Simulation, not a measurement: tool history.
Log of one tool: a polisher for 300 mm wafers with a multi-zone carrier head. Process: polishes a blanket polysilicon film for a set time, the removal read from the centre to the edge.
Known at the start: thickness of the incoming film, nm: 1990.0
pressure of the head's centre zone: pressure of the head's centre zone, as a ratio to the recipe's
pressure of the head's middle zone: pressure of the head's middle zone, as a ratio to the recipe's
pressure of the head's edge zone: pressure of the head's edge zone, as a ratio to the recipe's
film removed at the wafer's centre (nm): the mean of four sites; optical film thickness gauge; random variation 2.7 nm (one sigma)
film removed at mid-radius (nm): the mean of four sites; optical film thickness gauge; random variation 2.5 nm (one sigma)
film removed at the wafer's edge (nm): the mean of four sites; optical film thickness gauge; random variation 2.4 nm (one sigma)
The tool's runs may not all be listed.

run,day,flow of slurry (ml/min),pressure of the head's centre zone,pressure of the head's middle zone,pressure of the head's edge zone,polishing time (s),film removed at the wafer's centre (nm),film removed at mid-radius (nm),film removed at the wafer's edge (nm)
1,0,155,1,1,1,47,318.25,314.91,308.48
2,0.158,155,1.05,1,1,47,333.08,307.66,306.08
3,0.45,155,1.05,1.06,1,47,329.33,325.61,315.64
4,0.512,145,1.05,1.02,0.99,46,317.74,301.83,300.8
5,0.842,145,1.05,1.02,1.07,46,321.63,303.46,309
6,1.033,175,1.05,1.02,1.07,46,334.88,315.6,322.84
7,1.308,160,1.06,0.99,1.05,46,332.58,304.23,312.22
8,1.608,150,1.06,0.96,1.03,45,323.03,286.39,301.87
9,1.854,115,1.1,0.87,0.93,41,279.77,223.79,248.7
10,2.146,125,1.1,0.88,0.93,41,286.8,234.1,250.55
11,2.258,130,1.1,0.88,0.93,41,292.49,238.92,255.13

The next listed run, before its measurement:
12,2.408,135,1.11,0.87,0.93,41,?,?,?

Run 12 gave film removed at the wafer's centre (nm) 291.2, film removed at mid-radius (nm) 238.23, film removed at the wafer's edge (nm) 257.13.
